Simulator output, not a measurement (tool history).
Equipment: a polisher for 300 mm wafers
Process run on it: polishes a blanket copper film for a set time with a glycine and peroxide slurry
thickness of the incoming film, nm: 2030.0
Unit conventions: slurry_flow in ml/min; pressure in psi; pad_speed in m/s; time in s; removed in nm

run	hour	slurry_flow	pressure	pad_speed	time	removed
1	0.0	275	2.8	0.92	48	208.91
2	1.8	275	2.8	0.92	48	206.02
3	9.0	275	2.6	0.92	48	193.00
4	15.3	225	2.6	0.92	48	192.53
5	21.0	225	3.0	0.92	48	212.59
6	29.3	225	2.8	0.92	48	203.27
7	37.5	225	2.6	0.92	48	191.51

Expected results for the next run?
8	44.8	225	2.5	0.92	48	?

removed: 185.73 nm
